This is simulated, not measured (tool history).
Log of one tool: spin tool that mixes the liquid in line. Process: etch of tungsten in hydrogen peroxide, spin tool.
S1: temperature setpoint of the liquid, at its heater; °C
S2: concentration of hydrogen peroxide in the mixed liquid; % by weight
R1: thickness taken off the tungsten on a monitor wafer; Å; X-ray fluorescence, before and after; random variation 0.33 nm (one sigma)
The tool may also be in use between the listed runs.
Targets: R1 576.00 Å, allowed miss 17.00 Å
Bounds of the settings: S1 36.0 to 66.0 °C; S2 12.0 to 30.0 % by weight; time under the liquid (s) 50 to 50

Run 1, day 0.000: S1 52.0 °C, S2 22.5 % by weight, time under the liquid (s) 50. Result: R1 1240.80 Å.
Run 2, day 0.117: S1 52.0 °C, S2 25.5 % by weight, time under the liquid (s) 50. Result: R1 1310.80 Å.
Run 3, day 0.492: S1 52.0 °C, S2 30.0 % by weight, time under the liquid (s) 50. Result: R1 1407.10 Å.
Run 4, day 0.729: S1 49.0 °C, S2 30.0 % by weight, time under the liquid (s) 50. Result: R1 1185.70 Å.
Run 5, day 0.900: S1 49.0 °C, S2 25.0 % by weight, time under the liquid (s) 50. Result: R1 1078.70 Å.
Run 6, day 1.067: S1 47.0 °C, S2 25.0 % by weight, time under the liquid (s) 50. Result: R1 947.01 Å.
Run 7, day 1.392: S1 45.5 °C, S2 25.0 % by weight, time under the liquid (s) 50. Result: R1 865.83 Å.
Run 8, day 1.658: S1 44.0 °C, S2 25.0 % by weight, time under the liquid (s) 50. Result: R1 794.70 Å.
Run 9, day 1.704: S1 44.0 °C, S2 25.0 % by weight, time under the liquid (s) 50. Result: R1 782.27 Å.
Run 10, day 1.938: S1 43.0 °C, S2 25.0 % by weight, time under the liquid (s) 50. Result: R1 744.30 Å.
Run 11, day 2.229: S1 42.0 °C, S2 25.0 % by weight, time under the liquid (s) 50. Result: R1 685.82 Å.
Run 12, day 2.258: S1 41.5 °C, S2 25.0 % by weight, time under the liquid (s) 50. Result: R1 668.62 Å.
Run 13, day 2.417: S1 41.0 °C, S2 25.0 % by weight, time under the liquid (s) 50. Result: R1 643.20 Å.
Run 14, day 2.608: S1 40.5 °C, S2 25.0 % by weight, time under the liquid (s) 50. Result: R1 629.89 Å.
Run 15, day 2.654: S1 40.0 °C, S2 25.0 % by weight, time under the liquid (s) 50. Result: R1 613.84 Å.

Which of these 5 next moves meets every target?
Run A, day 2.700: S1 38.0 °C, S2 24.5 % by weight, time under the liquid (s) 50. Result: R1 ?.
Run B, day 2.700: S1 41.0 °C, S2 26.5 % by weight, time under the liquid (s) 50. Result: R1 ?.
Run C, day 2.700: S1 43.0 °C, S2 21.5 % by weight, time under the liquid (s) 50. Result: R1 ?.
Run D, day 2.700: S1 40.5 °C, S2 30.0 % by weight, time under the liquid (s) 50. Result: R1 ?.
Run E, day 2.700: S1 40.5 °C, S2 21.0 % by weight, time under the liquid (s) 50. Result: R1 ?.

move      R1
   A  529.76
   B  670.18
   C  686.44
   D  690.34
   E  577.58
A: takes the result that was furthest off past its target
B: further off than the last run
C: further off than the last run
D: further off than the last run
E: meets every target
The right move is E.
